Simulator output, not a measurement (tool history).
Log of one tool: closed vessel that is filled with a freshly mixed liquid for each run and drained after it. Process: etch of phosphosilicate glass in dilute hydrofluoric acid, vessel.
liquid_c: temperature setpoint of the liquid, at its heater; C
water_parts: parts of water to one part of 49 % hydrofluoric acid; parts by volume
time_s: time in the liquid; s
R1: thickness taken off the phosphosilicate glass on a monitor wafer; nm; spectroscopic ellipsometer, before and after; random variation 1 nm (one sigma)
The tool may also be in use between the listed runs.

{"run": 1, "day": 0.0, "liquid_c": 24, "water_parts": 230, "time_s": 375, "R1": 80.696}
{"run": 2, "day": 0.279, "liquid_c": 24, "water_parts": 230, "time_s": 395, "R1": 86.458}
{"run": 3, "day": 0.367, "liquid_c": 25.5, "water_parts": 225, "time_s": 395, "R1": 92.812}
{"run": 4, "day": 0.504, "liquid_c": 25.5, "water_parts": 275, "time_s": 395, "R1": 72.46}
{"run": 5, "day": 0.892, "liquid_c": 27, "water_parts": 260, "time_s": 395, "R1": 81.781}
{"run": 6, "day": 0.975, "liquid_c": 28, "water_parts": 250, "time_s": 395, "R1": 88.582}
{"run": 7, "day": 1.146, "liquid_c": 29, "water_parts": 240, "time_s": 395, "R1": 96.149}
{"run": 8, "day": 1.392, "liquid_c": 29.5, "water_parts": 230, "time_s": 395, "R1": 105.32}
{"run": 9, "day": 1.671, "liquid_c": 29.5, "water_parts": 230, "time_s": 395, "R1": 104.72}
{"run": 10, "day": 1.888, "liquid_c": 30, "water_parts": 225, "time_s": 395, "R1": 107.99}
{"run": 11, "day": 2.008, "liquid_c": 30.5, "water_parts": 220, "time_s": 395, "R1": 112.37}

Run 12 comes next. What will it give?
{"run": 12, "day": 2.158, "liquid_c": 31, "water_parts": 215, "time_s": 395, "R1": "?"}

R1: 120.01 nm
